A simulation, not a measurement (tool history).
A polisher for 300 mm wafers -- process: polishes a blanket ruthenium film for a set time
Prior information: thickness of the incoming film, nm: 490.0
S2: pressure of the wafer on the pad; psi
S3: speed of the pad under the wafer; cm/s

run 1 hour=0 | flow_of_slurry_(ml/min)=130 S2=1.7 S3=76 polishing_time_(s)=44 | film_removed_(angstrom)=281.33
run 2 hour=2.6 | flow_of_slurry_(ml/min)=125 S2=1.5 S3=74 polishing_time_(s)=44 | film_removed_(angstrom)=244.79
run 3 hour=6.4 | flow_of_slurry_(ml/min)=120 S2=1.4 S3=72 polishing_time_(s)=44 | film_removed_(angstrom)=226.21
run 4 hour=9.9 | flow_of_slurry_(ml/min)=120 S2=1.3 S3=70 polishing_time_(s)=44 | film_removed_(angstrom)=203
run 5 hour=11.8 | flow_of_slurry_(ml/min)=140 S2=1.3 S3=70 polishing_time_(s)=44 | film_removed_(angstrom)=207.93
run 6 hour=15.3 | flow_of_slurry_(ml/min)=140 S2=1.3 S3=70 polishing_time_(s)=38 | film_removed_(angstrom)=179.56
run 7 hour=17.2 | flow_of_slurry_(ml/min)=140 S2=1.2 S3=70 polishing_time_(s)=38 | film_removed_(angstrom)=167.2

Run 8 is up next; what results do you expect?
run 8 hour=20.7 | flow_of_slurry_(ml/min)=140 S2=1.1 S3=70 polishing_time_(s)=38 | film_removed_(angstrom)=?

Run 8 came out at film removed (angstrom) 154.29.
